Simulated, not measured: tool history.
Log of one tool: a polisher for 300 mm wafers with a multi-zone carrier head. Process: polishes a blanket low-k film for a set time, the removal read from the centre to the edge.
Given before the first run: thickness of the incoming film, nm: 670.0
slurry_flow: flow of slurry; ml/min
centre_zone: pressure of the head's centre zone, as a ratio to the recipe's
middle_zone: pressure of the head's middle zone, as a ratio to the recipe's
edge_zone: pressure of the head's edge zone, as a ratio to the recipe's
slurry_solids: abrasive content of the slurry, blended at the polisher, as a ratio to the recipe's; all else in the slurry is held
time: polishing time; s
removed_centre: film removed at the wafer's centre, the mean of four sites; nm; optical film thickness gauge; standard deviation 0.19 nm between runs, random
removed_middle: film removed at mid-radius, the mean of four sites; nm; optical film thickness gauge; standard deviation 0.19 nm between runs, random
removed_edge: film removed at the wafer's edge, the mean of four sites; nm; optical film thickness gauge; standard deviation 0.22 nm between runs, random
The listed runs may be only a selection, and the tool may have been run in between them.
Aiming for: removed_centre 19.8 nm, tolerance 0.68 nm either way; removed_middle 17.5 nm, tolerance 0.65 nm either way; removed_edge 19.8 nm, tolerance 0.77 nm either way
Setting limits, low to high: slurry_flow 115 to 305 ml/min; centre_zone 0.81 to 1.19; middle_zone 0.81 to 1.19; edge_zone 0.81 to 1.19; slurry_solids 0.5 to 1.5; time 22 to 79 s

run	hour	slurry_flow	centre_zone	middle_zone	edge_zone	slurry_solids	time	removed_centre	removed_middle	removed_edge
1	0	195	1	1	1	1	50	11.994	12.463	12.388
2	2.8	200	1.02	0.99	1.03	1.1	51	13.162	13.188	13.144
3	4.5	200	1.02	1.03	1.03	1.1	51	13.32	13.741	13.232
4	5.1	195	1.02	1	1.05	1.2	53	14.404	14.481	14.405
5	6.3	190	1.02	0.98	1.07	1.25	55	14.878	14.901	15.251
6	8.7	190	1.02	0.98	1.1	1.25	55	15.377	14.88	15.487
7	17.5	195	1.02	0.97	1.12	1.3	56	15.697	15.234	16.497
8	18.3	205	1.04	0.97	1.13	1.35	56	16.475	15.722	17.023
9	22.2	215	1.06	0.97	1.14	1.4	56	16.919	15.987	17.369
10	29.7	215	1.06	0.97	1.14	1.4	56	16.74	16.054	17.459
11	37.3	215	1.08	0.97	1.15	1.4	57	17.592	16.531	17.381
12	45.6	220	1.08	0.96	1.16	1.4	58	18.043	16.371	18.187

Exactly one of the 4 candidate moves below puts every result within its allowed miss. Which one?
A	53.9	190	1.02	0.88	1.02	1.1	63	?	?	?
B	53.9	200	1.19	0.94	1.1	1.3	57	?	?	?
C	53.9	250	1.08	0.92	1.18	1.5	61	?	?	?
D	53.9	235	1.01	1.03	1.11	1.5	59	?	?	?

move	removed_centre	removed_middle	removed_edge
A	16.325	14.671	16.071
B	18.809	15.096	16.393
C	20.011	17.403	19.723
D	17.949	18.063	18.355
A: misses by more than the last run did
B: misses by more than the last run did
C: all results land within tolerance of their targets
D: misses by more than the last run did
Go with C: it meets all targets.
